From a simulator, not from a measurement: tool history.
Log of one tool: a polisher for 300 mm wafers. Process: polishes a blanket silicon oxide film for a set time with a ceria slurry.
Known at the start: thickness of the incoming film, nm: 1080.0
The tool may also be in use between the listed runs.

| run | hour | flow of slurry (ml/min) | pressure of the wafer on the pad (psi) | speed of the pad under the wafer (m/s) | polishing time (s) | film removed (nm) |
|---|---|---|---|---|---|---|
| 1 | 0 | 250 | 3.1 | 1.12 | 50 | 244.94 |
| 2 | 8.5 | 250 | 3.1 | 1.12 | 45 | 222.99 |
| 3 | 11.6 | 250 | 3.5 | 1.12 | 45 | 243.66 |
| 4 | 20.1 | 250 | 3.1 | 1.1 | 45 | 222.56 |
| 5 | 26.8 | 250 | 3.1 | 1.1 | 45 | 222.61 |
| 6 | 34.6 | 220 | 3.1 | 1.1 | 45 | 221.52 |

Run 7 comes next. What will it give?
| 7 | 37.6 | 220 | 2.8 | 1.08 | 45 | ? |

{"run 7": {"film removed (nm)": 190.52}}
